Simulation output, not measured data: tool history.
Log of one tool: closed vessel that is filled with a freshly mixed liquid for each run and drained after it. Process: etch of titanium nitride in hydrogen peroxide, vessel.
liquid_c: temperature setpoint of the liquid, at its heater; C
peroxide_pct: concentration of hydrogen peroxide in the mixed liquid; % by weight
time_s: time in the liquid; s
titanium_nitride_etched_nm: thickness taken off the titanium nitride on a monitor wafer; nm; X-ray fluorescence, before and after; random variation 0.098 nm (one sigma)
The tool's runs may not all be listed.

| run | day | liquid_c | peroxide_pct | time_s | titanium_nitride_etched_nm |
|---|---|---|---|---|---|
| 1 | 0.000 | 54.0 | 20.5 | 390 | 17.017 |
| 2 | 0.383 | 53.5 | 20.5 | 390 | 16.446 |
| 3 | 0.754 | 53.5 | 23.5 | 390 | 16.992 |
| 4 | 1.088 | 53.5 | 23.5 | 390 | 17.156 |
| 5 | 1.338 | 53.5 | 25.5 | 390 | 17.249 |
| 6 | 1.692 | 53.0 | 25.5 | 390 | 16.454 |
| 7 | 2.067 | 52.5 | 25.5 | 390 | 16.099 |
| 8 | 2.379 | 52.0 | 25.5 | 390 | 15.599 |

The next listed run, before its measurement:
| 9 | 2.725 | 52.0 | 25.5 | 390 | ? |

Run 9 gave titanium_nitride_etched_nm 15.567 nm.
